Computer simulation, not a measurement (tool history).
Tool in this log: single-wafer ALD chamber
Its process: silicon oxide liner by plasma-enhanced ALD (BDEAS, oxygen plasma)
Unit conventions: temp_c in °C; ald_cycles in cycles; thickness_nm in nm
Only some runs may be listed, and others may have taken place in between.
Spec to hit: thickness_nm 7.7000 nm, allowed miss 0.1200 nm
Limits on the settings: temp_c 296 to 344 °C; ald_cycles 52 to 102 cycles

run 1 hour=0.0 | temp_c=320 ald_cycles=77 | thickness_nm=7.0495
run 2 hour=1.8 | temp_c=320 ald_cycles=78 | thickness_nm=7.1557
run 3 hour=9.8 | temp_c=320 ald_cycles=72 | thickness_nm=6.6378
run 4 hour=17.1 | temp_c=320 ald_cycles=77 | thickness_nm=7.1510
run 5 hour=20.3 | temp_c=320 ald_cycles=78 | thickness_nm=7.1886
run 6 hour=25.0 | temp_c=320 ald_cycles=79 | thickness_nm=7.3107
run 7 hour=25.9 | temp_c=318 ald_cycles=81 | thickness_nm=7.4731
run 8 hour=28.3 | temp_c=318 ald_cycles=82 | thickness_nm=7.5893

4 next moves are on the table. One of them brings every result within its allowed miss. Which?
run A hour=30.7 | temp_c=319 ald_cycles=81 | thickness_nm=?
run B hour=30.7 | temp_c=317 ald_cycles=80 | thickness_nm=?
run C hour=30.7 | temp_c=313 ald_cycles=83 | thickness_nm=?
run D hour=30.7 | temp_c=320 ald_cycles=81 | thickness_nm=?

move=A thickness_nm=7.3963
move=B thickness_nm=7.3257
move=C thickness_nm=7.6434
move=D thickness_nm=7.3858
A: its largest miss is bigger than the last run's
B: its largest miss is bigger than the last run's
C: hits every target within its allowed miss
D: its largest miss is bigger than the last run's
C is the move that brings every result within its allowed miss.

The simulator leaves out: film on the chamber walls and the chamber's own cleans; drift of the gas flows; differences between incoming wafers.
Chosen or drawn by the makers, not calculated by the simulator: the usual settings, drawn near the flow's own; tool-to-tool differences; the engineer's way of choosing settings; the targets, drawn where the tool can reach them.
